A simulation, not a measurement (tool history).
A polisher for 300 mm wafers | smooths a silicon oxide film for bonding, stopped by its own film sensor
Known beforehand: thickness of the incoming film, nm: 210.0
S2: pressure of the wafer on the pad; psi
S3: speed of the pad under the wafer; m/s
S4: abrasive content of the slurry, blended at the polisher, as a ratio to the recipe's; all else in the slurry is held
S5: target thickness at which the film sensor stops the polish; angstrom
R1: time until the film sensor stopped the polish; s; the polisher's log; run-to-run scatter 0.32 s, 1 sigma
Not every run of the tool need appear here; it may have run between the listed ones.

Run 1, hour 0.0: flow of slurry (ml/min) 160, S2 1.7 psi, S3 0.92 m/s, S4 1.0, S5 1910 angstrom. Result: R1 35.160 s.
Run 2, hour 5.7: flow of slurry (ml/min) 160, S2 1.8 psi, S3 0.92 m/s, S4 1.0, S5 1910 angstrom. Result: R1 34.093 s.
Run 3, hour 14.3: flow of slurry (ml/min) 160, S2 1.9 psi, S3 0.92 m/s, S4 1.0, S5 1910 angstrom. Result: R1 31.726 s.
Run 4, hour 18.3: flow of slurry (ml/min) 160, S2 1.9 psi, S3 0.92 m/s, S4 1.0, S5 1910 angstrom. Result: R1 31.266 s.
Run 5, hour 23.1: flow of slurry (ml/min) 145, S2 1.9 psi, S3 0.92 m/s, S4 1.0, S5 1910 angstrom. Result: R1 31.930 s.
Run 6, hour 32.0: flow of slurry (ml/min) 125, S2 1.9 psi, S3 0.92 m/s, S4 1.0, S5 1910 angstrom. Result: R1 33.310 s.
Run 7, hour 38.4: flow of slurry (ml/min) 135, S2 2.0 psi, S3 0.92 m/s, S4 1.0, S5 1910 angstrom. Result: R1 31.228 s.
Run 8, hour 45.3: flow of slurry (ml/min) 145, S2 2.1 psi, S3 0.92 m/s, S4 1.0, S5 1910 angstrom. Result: R1 29.344 s.
Run 9, hour 53.2: flow of slurry (ml/min) 150, S2 2.2 psi, S3 0.92 m/s, S4 1.0, S5 1910 angstrom. Result: R1 27.834 s.
Run 10, hour 58.5: flow of slurry (ml/min) 155, S2 2.2 psi, S3 0.92 m/s, S4 1.0, S5 1910 angstrom. Result: R1 27.583 s.

Run 11 has not been measured yet. What should we expect?
Run 11, hour 63.9: flow of slurry (ml/min) 160, S2 2.2 psi, S3 0.92 m/s, S4 1.0, S5 1910 angstrom. Result: R1 ?.

{"run 11": {"R1": 27.746}}

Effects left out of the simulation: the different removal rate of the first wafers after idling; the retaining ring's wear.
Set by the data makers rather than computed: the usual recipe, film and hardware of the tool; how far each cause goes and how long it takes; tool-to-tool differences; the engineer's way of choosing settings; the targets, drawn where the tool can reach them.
